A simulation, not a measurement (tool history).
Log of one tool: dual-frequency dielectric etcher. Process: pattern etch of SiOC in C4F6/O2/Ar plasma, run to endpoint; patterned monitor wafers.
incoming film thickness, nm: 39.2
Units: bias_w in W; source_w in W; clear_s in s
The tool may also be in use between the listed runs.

run,day,bias_w,source_w,clear_s
1,0,370,440,14.174
2,0.342,370,520,13.65
3,0.6,344,510,14.038
4,0.825,344,540,13.804
5,1.196,344,480,14.181
6,1.496,323,460,14.497

Run 7 comes next. What will it give?
7,1.762,305,440,?

clear_s: 15.222 s

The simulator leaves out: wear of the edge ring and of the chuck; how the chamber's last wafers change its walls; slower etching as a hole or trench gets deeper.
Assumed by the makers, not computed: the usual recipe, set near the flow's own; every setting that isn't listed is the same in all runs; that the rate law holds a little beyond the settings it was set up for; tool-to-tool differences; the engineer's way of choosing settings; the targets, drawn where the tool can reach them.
